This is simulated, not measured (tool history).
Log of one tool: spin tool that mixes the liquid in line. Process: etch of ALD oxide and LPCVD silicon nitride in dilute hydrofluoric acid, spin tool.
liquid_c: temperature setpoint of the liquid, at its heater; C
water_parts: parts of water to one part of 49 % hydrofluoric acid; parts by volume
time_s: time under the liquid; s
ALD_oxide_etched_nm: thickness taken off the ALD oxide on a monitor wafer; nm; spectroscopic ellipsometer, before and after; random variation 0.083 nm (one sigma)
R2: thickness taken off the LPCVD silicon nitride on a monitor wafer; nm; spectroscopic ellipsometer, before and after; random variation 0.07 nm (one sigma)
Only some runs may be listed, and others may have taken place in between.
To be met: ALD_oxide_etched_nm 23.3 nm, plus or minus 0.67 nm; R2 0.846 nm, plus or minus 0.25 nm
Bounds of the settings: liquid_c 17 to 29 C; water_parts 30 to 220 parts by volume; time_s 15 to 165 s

Run 1, hour 0: liquid_c 21 C, water_parts 125 parts by volume, time_s 85 s. Result: ALD_oxide_etched_nm 6.2999 nm, R2 0.24169 nm.
Run 2, hour 5.6: liquid_c 22 C, water_parts 110 parts by volume, time_s 85 s. Result: ALD_oxide_etched_nm 7.5822 nm, R2 0.27397 nm.
Run 3, hour 7.6: liquid_c 22 C, water_parts 110 parts by volume, time_s 50 s. Result: ALD_oxide_etched_nm 4.4311 nm, R2 0.1593 nm.
Run 4, hour 8.3: liquid_c 25.5 C, water_parts 110 parts by volume, time_s 50 s. Result: ALD_oxide_etched_nm 5.0825 nm, R2 0.21632 nm.
Run 5, hour 10.6: liquid_c 26 C, water_parts 95 parts by volume, time_s 60 s. Result: ALD_oxide_etched_nm 7.3796 nm, R2 0.33653 nm.
Run 6, hour 14.4: liquid_c 22.5 C, water_parts 95 parts by volume, time_s 60 s. Result: ALD_oxide_etched_nm 6.3866 nm, R2 0.29129 nm.
Run 7, hour 20.6: liquid_c 23 C, water_parts 85 parts by volume, time_s 65 s. Result: ALD_oxide_etched_nm 8.0178 nm, R2 0.31762 nm.
Run 8, hour 25.7: liquid_c 23 C, water_parts 85 parts by volume, time_s 65 s. Result: ALD_oxide_etched_nm 8.0546 nm, R2 0.29057 nm.
Run 9, hour 28.5: liquid_c 24 C, water_parts 75 parts by volume, time_s 65 s. Result: ALD_oxide_etched_nm 9.5229 nm, R2 0.37533 nm.
Run 10, hour 29: liquid_c 24.5 C, water_parts 70 parts by volume, time_s 65 s. Result: ALD_oxide_etched_nm 10.542 nm, R2 0.34555 nm.
Run 11, hour 35.2: liquid_c 25 C, water_parts 65 parts by volume, time_s 65 s. Result: ALD_oxide_etched_nm 11.694 nm, R2 0.47983 nm.
Run 12, hour 40.6: liquid_c 25.5 C, water_parts 60 parts by volume, time_s 65 s. Result: ALD_oxide_etched_nm 12.926 nm, R2 0.5713 nm.
Run 13, hour 48.5: liquid_c 25.5 C, water_parts 55 parts by volume, time_s 65 s. Result: ALD_oxide_etched_nm 14.29 nm, R2 0.59762 nm.
Run 14, hour 52.7: liquid_c 25.5 C, water_parts 55 parts by volume, time_s 65 s. Result: ALD_oxide_etched_nm 14.223 nm, R2 0.54397 nm.
Run 15, hour 61: liquid_c 25.5 C, water_parts 55 parts by volume, time_s 65 s. Result: ALD_oxide_etched_nm 14.261 nm, R2 0.52146 nm.
Run 16, hour 68.9: liquid_c 26 C, water_parts 50 parts by volume, time_s 65 s. Result: ALD_oxide_etched_nm 16.153 nm, R2 0.62263 nm.
Run 17, hour 70.3: liquid_c 26.5 C, water_parts 45 parts by volume, time_s 65 s. Result: ALD_oxide_etched_nm 18.433 nm, R2 0.73325 nm.
Run 18, hour 76.4: liquid_c 28.5 C, water_parts 30 parts by volume, time_s 65 s. Result: ALD_oxide_etched_nm 30.69 nm, R2 1.0966 nm.
Run 19, hour 77.5: liquid_c 28 C, water_parts 30 parts by volume, time_s 65 s. Result: ALD_oxide_etched_nm 29.896 nm, R2 1.2544 nm.
Run 20, hour 86.3: liquid_c 27.5 C, water_parts 30 parts by volume, time_s 65 s. Result: ALD_oxide_etched_nm 29.498 nm, R2 1.2752 nm.
Run 21, hour 90.8: liquid_c 27 C, water_parts 30 parts by volume, time_s 65 s. Result: ALD_oxide_etched_nm 28.763 nm, R2 1.1002 nm.
Run 22, hour 97: liquid_c 26.5 C, water_parts 30 parts by volume, time_s 65 s. Result: ALD_oxide_etched_nm 28.292 nm, R2 1.1452 nm.

Of the 5 settings listed for the next run, only one would bring every result within its allowed miss of target. Which one?
Run A, hour 103.2: liquid_c 26.5 C, water_parts 60 parts by volume, time_s 120 s. Result: ALD_oxide_etched_nm ?, R2 ?.
Run B, hour 103.2: liquid_c 21.5 C, water_parts 30 parts by volume, time_s 60 s. Result: ALD_oxide_etched_nm ?, R2 ?.
Run C, hour 103.2: liquid_c 24 C, water_parts 40 parts by volume, time_s 80 s. Result: ALD_oxide_etched_nm ?, R2 ?.
Run D, hour 103.2: liquid_c 26.5 C, water_parts 55 parts by volume, time_s 95 s. Result: ALD_oxide_etched_nm ?, R2 ?.
Run E, hour 103.2: liquid_c 28 C, water_parts 30 parts by volume, time_s 55 s. Result: ALD_oxide_etched_nm ?, R2 ?.

move  ALD_oxide_etched_nm       R2
   A               24.954   1.0342
   B               21.123  0.72493
   C               23.162  0.86816
   D               21.702  0.89209
   E               25.377   1.0323
A: moves toward the targets from the last run without getting all of them in spec
B: takes the result that was furthest off past its target
C: each result inside its tolerance
D: takes the result that was furthest off past its target
E: moves toward the targets from the last run without getting all of them in spec
The move that meets every target is C.

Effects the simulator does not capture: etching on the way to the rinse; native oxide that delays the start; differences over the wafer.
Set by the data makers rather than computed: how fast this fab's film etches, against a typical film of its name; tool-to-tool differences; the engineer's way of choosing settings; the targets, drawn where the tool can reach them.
